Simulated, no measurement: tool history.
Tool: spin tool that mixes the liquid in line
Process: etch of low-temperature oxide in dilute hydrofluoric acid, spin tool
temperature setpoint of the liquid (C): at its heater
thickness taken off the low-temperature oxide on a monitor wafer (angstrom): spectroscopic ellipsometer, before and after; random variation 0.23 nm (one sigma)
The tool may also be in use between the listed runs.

run,hour,temperature setpoint of the liquid (C),parts of water to one part of 49 % hydrofluoric acid (parts by volume),time under the liquid (s),thickness taken off the low-temperature oxide on a monitor wafer (angstrom)
1,0,25,65,40,229.52
2,7.6,22.5,65,40,204.49
3,11.2,24,65,40,219.98
4,18.7,24,85,40,162.66
5,19.9,26.5,85,40,182.6
6,25.6,26.5,85,30,135.47
7,34.1,27.5,75,30,163.06
8,37.7,28,65,30,190.75
9,46.1,28.5,55,30,235.19
10,53.7,29,50,30,267.64
11,59,29.5,50,30,273.77

Run 12 comes next. What will it give?
12,61.6,30,50,30,?

{"run 12": {"thickness taken off the low-temperature oxide on a monitor wafer (angstrom)": 276.04}}

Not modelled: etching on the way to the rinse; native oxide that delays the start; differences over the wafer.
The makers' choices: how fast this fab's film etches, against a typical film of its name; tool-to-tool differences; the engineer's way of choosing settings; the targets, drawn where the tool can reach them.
